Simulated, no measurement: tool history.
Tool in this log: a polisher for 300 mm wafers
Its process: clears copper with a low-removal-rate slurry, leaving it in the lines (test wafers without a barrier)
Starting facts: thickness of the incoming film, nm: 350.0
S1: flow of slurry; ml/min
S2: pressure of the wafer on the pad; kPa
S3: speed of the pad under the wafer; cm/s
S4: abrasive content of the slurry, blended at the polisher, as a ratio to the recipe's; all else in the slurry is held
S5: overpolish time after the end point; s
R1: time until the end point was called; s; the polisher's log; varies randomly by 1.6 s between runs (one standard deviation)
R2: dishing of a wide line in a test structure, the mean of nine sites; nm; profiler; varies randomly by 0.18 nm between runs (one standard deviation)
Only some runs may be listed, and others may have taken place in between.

run  hour   S1    S2   S3    S4  S5       R1       R2
  1   0.0  315  22.1  106  1.00  10  104.640  25.2000
  2   3.4  315  24.8  106  1.00  10   95.374  27.5970
  3   5.2  315  27.6  106  1.00  10   87.303  30.1480
  4  13.0  315  27.6  106  0.90  10   89.113  29.5490
  5  21.4  315  27.6   86  0.90  10  108.340  24.6480
  6  24.8  315  27.6   86  0.90   8  108.430  19.9230
  7  26.6  315  26.9   86  0.90   3  109.490   7.8750
  8  28.3  315  27.6   84  0.90   4  111.070  10.0400
  9  35.0  320  28.3   82  0.90   4  110.390   9.9606
 10  42.1  320  29.0   80  0.90   4  111.390  10.4420
 11  44.3  320  29.6   78  0.95   4  111.380  10.6690
 12  45.5  320  30.3   76  1.00   4  109.890  10.0540

What will run 13 give?
 13  49.1  320  31.0  76  0.95   4   ?   ?

R1: 110.000 s
R2: 10.4930 nm
